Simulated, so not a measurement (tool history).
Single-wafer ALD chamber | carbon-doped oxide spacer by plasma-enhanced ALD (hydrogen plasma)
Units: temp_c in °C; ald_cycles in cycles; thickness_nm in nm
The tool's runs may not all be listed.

{"run": 1, "hour": 0.0, "temp_c": 390, "ald_cycles": 238, "thickness_nm": 13.163}
{"run": 2, "hour": 1.3, "temp_c": 390, "ald_cycles": 251, "thickness_nm": 13.95}
{"run": 3, "hour": 7.8, "temp_c": 390, "ald_cycles": 260, "thickness_nm": 14.424}
{"run": 4, "hour": 15.2, "temp_c": 390, "ald_cycles": 228, "thickness_nm": 12.65}
{"run": 5, "hour": 16.8, "temp_c": 390, "ald_cycles": 245, "thickness_nm": 13.602}
{"run": 6, "hour": 21.7, "temp_c": 384, "ald_cycles": 245, "thickness_nm": 13.579}
{"run": 7, "hour": 23.6, "temp_c": 384, "ald_cycles": 256, "thickness_nm": 14.167}
{"run": 8, "hour": 26.5, "temp_c": 384, "ald_cycles": 264, "thickness_nm": 14.673}
{"run": 9, "hour": 35.9, "temp_c": 384, "ald_cycles": 269, "thickness_nm": 14.906}

Run 10 comes next. What will it give?
{"hour": 38.8, "done": "thermocouple changed; heater temperature recalibrated"}
{"run": 10, "hour": 38.8, "temp_c": 384, "ald_cycles": 273, "thickness_nm": "?"}

thickness_nm: 15.085 nm
